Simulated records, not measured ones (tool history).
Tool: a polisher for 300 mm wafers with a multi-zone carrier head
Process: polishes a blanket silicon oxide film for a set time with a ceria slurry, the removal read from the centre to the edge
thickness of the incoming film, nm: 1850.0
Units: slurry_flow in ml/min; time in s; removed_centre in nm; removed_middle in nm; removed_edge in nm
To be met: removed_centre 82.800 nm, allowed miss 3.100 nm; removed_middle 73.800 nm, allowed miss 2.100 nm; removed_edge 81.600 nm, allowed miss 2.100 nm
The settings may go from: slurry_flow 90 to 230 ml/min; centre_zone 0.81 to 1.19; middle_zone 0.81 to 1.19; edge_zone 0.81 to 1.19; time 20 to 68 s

Run 1, hour 0.0: slurry_flow 150 ml/min, centre_zone 1.00, middle_zone 1.00, edge_zone 1.00, time 44 s. Result: removed_centre 144.430 nm, removed_middle 141.770 nm, removed_edge 146.290 nm.
Run 2, hour 8.3: slurry_flow 150 ml/min, centre_zone 1.00, middle_zone 1.00, edge_zone 1.00, time 53 s. Result: removed_centre 175.640 nm, removed_middle 170.940 nm, removed_edge 179.720 nm.
Run 3, hour 15.2: slurry_flow 150 ml/min, centre_zone 1.00, middle_zone 1.00, edge_zone 1.04, time 53 s. Result: removed_centre 173.100 nm, removed_middle 167.550 nm, removed_edge 181.410 nm.
Run 4, hour 20.2: slurry_flow 150 ml/min, centre_zone 1.07, middle_zone 1.00, edge_zone 1.04, time 53 s. Result: removed_centre 183.900 nm, removed_middle 167.380 nm, removed_edge 180.550 nm.
Run 5, hour 21.9: slurry_flow 150 ml/min, centre_zone 1.02, middle_zone 1.00, edge_zone 1.04, time 53 s. Result: removed_centre 175.500 nm, removed_middle 167.910 nm, removed_edge 180.940 nm.
Run 6, hour 27.8: slurry_flow 140 ml/min, centre_zone 1.02, middle_zone 0.97, edge_zone 1.03, time 45 s. Result: removed_centre 150.590 nm, removed_middle 138.820 nm, removed_edge 153.510 nm.
Run 7, hour 32.9: slurry_flow 100 ml/min, centre_zone 0.92, middle_zone 0.87, edge_zone 0.93, time 33 s. Result: removed_centre 94.113 nm, removed_middle 87.570 nm, removed_edge 103.180 nm.
Run 8, hour 40.4: slurry_flow 100 ml/min, centre_zone 0.92, middle_zone 0.87, edge_zone 0.93, time 33 s. Result: removed_centre 93.519 nm, removed_middle 88.161 nm, removed_edge 102.370 nm.
Run 9, hour 42.8: slurry_flow 100 ml/min, centre_zone 0.93, middle_zone 0.87, edge_zone 0.90, time 31 s. Result: removed_centre 88.082 nm, removed_middle 82.772 nm, removed_edge 95.678 nm.
Run 10, hour 46.6: slurry_flow 105 ml/min, centre_zone 1.02, middle_zone 0.90, edge_zone 0.81, time 25 s. Result: removed_centre 79.941 nm, removed_middle 68.422 nm, removed_edge 73.973 nm.
Run 11, hour 55.5: slurry_flow 115 ml/min, centre_zone 1.01, middle_zone 0.90, edge_zone 0.82, time 25 s. Result: removed_centre 77.930 nm, removed_middle 70.295 nm, removed_edge 74.766 nm.
Run 12, hour 59.7: slurry_flow 120 ml/min, centre_zone 1.01, middle_zone 0.90, edge_zone 0.84, time 25 s. Result: removed_centre 79.835 nm, removed_middle 70.257 nm, removed_edge 76.146 nm.
Run 13, hour 66.2: slurry_flow 125 ml/min, centre_zone 1.01, middle_zone 0.90, edge_zone 0.86, time 25 s. Result: removed_centre 80.015 nm, removed_middle 71.365 nm, removed_edge 77.728 nm.
Run 14, hour 74.7: slurry_flow 125 ml/min, centre_zone 1.01, middle_zone 0.90, edge_zone 0.87, time 25 s. Result: removed_centre 78.988 nm, removed_middle 70.849 nm, removed_edge 78.118 nm.
Run 15, hour 79.9: slurry_flow 125 ml/min, centre_zone 1.02, middle_zone 0.91, edge_zone 0.88, time 25 s. Result: removed_centre 81.619 nm, removed_middle 71.112 nm, removed_edge 78.360 nm.
Run 16, hour 82.6: slurry_flow 130 ml/min, centre_zone 1.02, middle_zone 0.91, edge_zone 0.89, time 25 s. Result: removed_centre 82.194 nm, removed_middle 72.447 nm, removed_edge 78.620 nm.
Run 17, hour 85.2: slurry_flow 130 ml/min, centre_zone 1.02, middle_zone 0.91, edge_zone 0.90, time 25 s. Result: removed_centre 82.632 nm, removed_middle 72.662 nm, removed_edge 80.194 nm.

Which of these 5 next moves meets every target?
Run A, hour 87.8: slurry_flow 130 ml/min, centre_zone 1.09, middle_zone 0.86, edge_zone 0.90, time 25 s. Result: removed_centre ?, removed_middle ?, removed_edge ?.
Run B, hour 87.8: slurry_flow 120 ml/min, centre_zone 1.08, middle_zone 0.89, edge_zone 0.92, time 24 s. Result: removed_centre ?, removed_middle ?, removed_edge ?.
Run C, hour 87.8: slurry_flow 125 ml/min, centre_zone 1.14, middle_zone 0.95, edge_zone 0.98, time 24 s. Result: removed_centre ?, removed_middle ?, removed_edge ?.
Run D, hour 87.8: slurry_flow 130 ml/min, centre_zone 1.04, middle_zone 0.95, edge_zone 0.87, time 24 s. Result: removed_centre ?, removed_middle ?, removed_edge ?.
Run E, hour 87.8: slurry_flow 125 ml/min, centre_zone 1.00, middle_zone 0.90, edge_zone 0.90, time 26 s. Result: removed_centre ?, removed_middle ?, removed_edge ?.

move  removed_centre  removed_middle  removed_edge
   A          87.110          68.448        79.649
   B          81.642          66.713        76.441
   C          86.912          70.889        78.912
   D          79.813          71.393        75.280
   E          82.485          73.475        82.416
A: brings the result that was furthest off to its target, and leaves another outside
B: further off than the last run
C: further off than the last run
D: further off than the last run
E: meets every target
The right move is E.
